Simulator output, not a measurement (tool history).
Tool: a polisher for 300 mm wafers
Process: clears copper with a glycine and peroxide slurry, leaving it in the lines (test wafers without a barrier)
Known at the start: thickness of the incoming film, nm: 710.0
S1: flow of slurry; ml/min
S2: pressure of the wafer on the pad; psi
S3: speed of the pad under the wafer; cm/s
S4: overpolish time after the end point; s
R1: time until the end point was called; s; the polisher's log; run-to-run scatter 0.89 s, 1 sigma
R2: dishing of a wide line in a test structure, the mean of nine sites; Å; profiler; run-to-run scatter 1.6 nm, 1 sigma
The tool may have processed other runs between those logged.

{"run": 1, "hour": 0.0, "S1": 235, "S2": 3.4, "S3": 104, "S4": 27, "R1": 89.685, "R2": 818.86}
{"run": 2, "hour": 1.1, "S1": 235, "S2": 3.4, "S3": 104, "S4": 23, "R1": 91.544, "R2": 804.34}
{"run": 3, "hour": 2.5, "S1": 235, "S2": 3.4, "S3": 104, "S4": 15, "R1": 89.842, "R2": 608.14}
{"run": 4, "hour": 5.9, "S1": 235, "S2": 3.4, "S3": 104, "S4": 8, "R1": 90.795, "R2": 401.52}
{"run": 5, "hour": 7.7, "S1": 235, "S2": 3.1, "S3": 104, "S4": 8, "R1": 98.829, "R2": 365.88}
{"run": 6, "hour": 13.4, "S1": 285, "S2": 3.1, "S3": 104, "S4": 8, "R1": 96.024, "R2": 375.61}
{"run": 7, "hour": 20.5, "S1": 285, "S2": 3.6, "S3": 108, "S4": 10, "R1": 83.108, "R2": 477.17}

Estimate the outcome of run 8 from the log above:
{"run": 8, "hour": 28.3, "S1": 285, "S2": 4, "S3": 112, "S4": 11, "R1": "?", "R2": "?"}

{"run 8": {"R1": 74.501, "R2": 591.99}}

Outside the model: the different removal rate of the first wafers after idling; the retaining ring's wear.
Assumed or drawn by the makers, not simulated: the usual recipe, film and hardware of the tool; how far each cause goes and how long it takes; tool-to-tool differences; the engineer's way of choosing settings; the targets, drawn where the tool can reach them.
